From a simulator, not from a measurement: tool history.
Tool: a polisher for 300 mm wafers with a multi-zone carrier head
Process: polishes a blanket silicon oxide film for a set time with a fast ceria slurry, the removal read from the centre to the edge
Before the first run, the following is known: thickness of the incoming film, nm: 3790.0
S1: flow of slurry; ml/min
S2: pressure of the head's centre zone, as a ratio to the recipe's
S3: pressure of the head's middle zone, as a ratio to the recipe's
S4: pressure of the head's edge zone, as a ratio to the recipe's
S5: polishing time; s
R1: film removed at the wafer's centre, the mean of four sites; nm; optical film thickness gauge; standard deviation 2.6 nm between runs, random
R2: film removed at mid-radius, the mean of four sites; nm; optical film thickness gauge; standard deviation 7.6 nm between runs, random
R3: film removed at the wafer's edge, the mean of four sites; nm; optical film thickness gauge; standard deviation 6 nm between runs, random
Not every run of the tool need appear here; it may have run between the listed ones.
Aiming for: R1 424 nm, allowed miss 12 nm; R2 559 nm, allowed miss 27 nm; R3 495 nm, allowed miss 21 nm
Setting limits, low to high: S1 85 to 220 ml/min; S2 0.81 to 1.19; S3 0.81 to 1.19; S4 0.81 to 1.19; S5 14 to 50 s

Run 1, hour 0: S1 140 ml/min, S2 1, S3 1, S4 1, S5 32 s. Result: R1 414.56 nm, R2 415.1 nm, R3 394.81 nm.
Run 2, hour 2.3: S1 140 ml/min, S2 1, S3 1, S4 1.08, S5 32 s. Result: R1 417.21 nm, R2 426.09 nm, R3 422.15 nm.
Run 3, hour 6.3: S1 140 ml/min, S2 1, S3 0.91, S4 1.08, S5 32 s. Result: R1 411.22 nm, R2 383.45 nm, R3 408.09 nm.
Run 4, hour 15.2: S1 140 ml/min, S2 1, S3 0.91, S4 1.08, S5 37 s. Result: R1 476.77 nm, R2 438.48 nm, R3 471.97 nm.
Run 5, hour 20.9: S1 140 ml/min, S2 1, S3 0.86, S4 1.08, S5 37 s. Result: R1 477.72 nm, R2 431.3 nm, R3 473.95 nm.
Run 6, hour 21.7: S1 140 ml/min, S2 1, S3 0.86, S4 1.08, S5 30 s. Result: R1 383.48 nm, R2 338.34 nm, R3 388.85 nm.
Run 7, hour 30.6: S1 180 ml/min, S2 0.9, S3 0.96, S4 1.18, S5 37 s. Result: R1 443.73 nm, R2 491.19 nm, R3 508.36 nm.
Run 8, hour 34.5: S1 180 ml/min, S2 0.89, S3 0.98, S4 1.17, S5 37 s. Result: R1 439.3 nm, R2 499.3 nm, R3 510.71 nm.

Exactly one of the 4 candidate moves below puts every result within its allowed miss. Which one?
Run A, hour 38.4: S1 205 ml/min, S2 0.85, S3 0.95, S4 1.14, S5 36 s. Result: R1 ?, R2 ?, R3 ?.
Run B, hour 38.4: S1 190 ml/min, S2 0.89, S3 0.89, S4 1.11, S5 36 s. Result: R1 ?, R2 ?, R3 ?.
Run C, hour 38.4: S1 195 ml/min, S2 0.86, S3 1.15, S4 1.15, S5 36 s. Result: R1 ?, R2 ?, R3 ?.
Run D, hour 38.4: S1 125 ml/min, S2 0.89, S3 0.88, S4 1.19, S5 38 s. Result: R1 ?, R2 ?, R3 ?.

move      R1      R2      R3
   A  419.13  484.82   495.7
   B  433.82  455.46   486.9
   C   421.5  562.94  493.79
   D  424.26   445.4  504.16
A: its largest miss is bigger than the last run's
B: its largest miss is bigger than the last run's
C: all results land within tolerance of their targets
D: its largest miss is bigger than the last run's
So the answer is move C, the one that meets all the targets.
